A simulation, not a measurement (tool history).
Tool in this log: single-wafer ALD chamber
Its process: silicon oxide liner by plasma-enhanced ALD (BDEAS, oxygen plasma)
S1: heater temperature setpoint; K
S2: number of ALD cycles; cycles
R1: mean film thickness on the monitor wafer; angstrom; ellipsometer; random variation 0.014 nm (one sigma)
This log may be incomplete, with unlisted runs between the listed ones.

run 1 day=0.000 | S1=593.15 S2=70 | R1=62.895
run 2 day=0.254 | S1=593.15 S2=79 | R1=70.356
run 3 day=0.529 | S1=603.15 S2=79 | R1=69.609
run 4 day=0.558 | S1=604.15 S2=71 | R1=62.453
run 5 day=0.617 | S1=605.15 S2=65 | R1=57.076
run 6 day=0.679 | S1=605.15 S2=71 | R1=62.315
run 7 day=1.008 | S1=605.15 S2=71 | R1=62.263
run 8 day=1.125 | S1=607.15 S2=60 | R1=52.404
run 9 day=1.471 | S1=607.15 S2=58 | R1=51.007

Run 10 has not been measured yet. What should we expect?
run 10 day=1.533 | S1=607.15 S2=57 | R1=?

R1: 49.816 angstrom

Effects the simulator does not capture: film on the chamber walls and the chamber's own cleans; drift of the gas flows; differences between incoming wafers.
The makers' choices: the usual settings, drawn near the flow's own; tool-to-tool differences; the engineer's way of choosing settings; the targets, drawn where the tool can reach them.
